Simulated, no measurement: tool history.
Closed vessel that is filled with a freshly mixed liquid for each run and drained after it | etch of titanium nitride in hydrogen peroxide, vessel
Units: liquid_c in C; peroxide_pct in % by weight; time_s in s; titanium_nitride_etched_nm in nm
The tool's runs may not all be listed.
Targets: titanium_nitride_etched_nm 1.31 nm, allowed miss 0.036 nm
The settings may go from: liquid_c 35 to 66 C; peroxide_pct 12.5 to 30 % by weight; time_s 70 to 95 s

run	hour	liquid_c	peroxide_pct	time_s	titanium_nitride_etched_nm
1	0	51	24.5	95	2.718
2	4.4	50	24.5	95	2.5368
3	6	50	19.5	95	2.424
4	10.3	50	23	95	2.4972
5	19.4	50	23	70	1.861
6	26.5	50	20	70	1.7841
7	34.2	49.5	20	70	1.7422
8	41.4	49	20	70	1.6643
9	48.1	48.5	20	70	1.613
10	49.8	47	20	70	1.4289
11	55	46.5	20	70	1.3923

5 next moves are on the table. One of them brings every result within its allowed miss. Which?
A	60.2	42	18	95	?
B	60.2	45	21	85	?
C	60.2	47	19	70	?
D	60.2	45.5	20	75	?
E	60.2	47	20	70	?

move	titanium_nitride_etched_nm
A	1.3046
B	1.5119
C	1.4132
D	1.3702
E	1.4288
A: meets every target
B: further off than the last run
C: further off than the last run
D: nearer than the last run, and not there yet
E: further off than the last run
The right move is A.
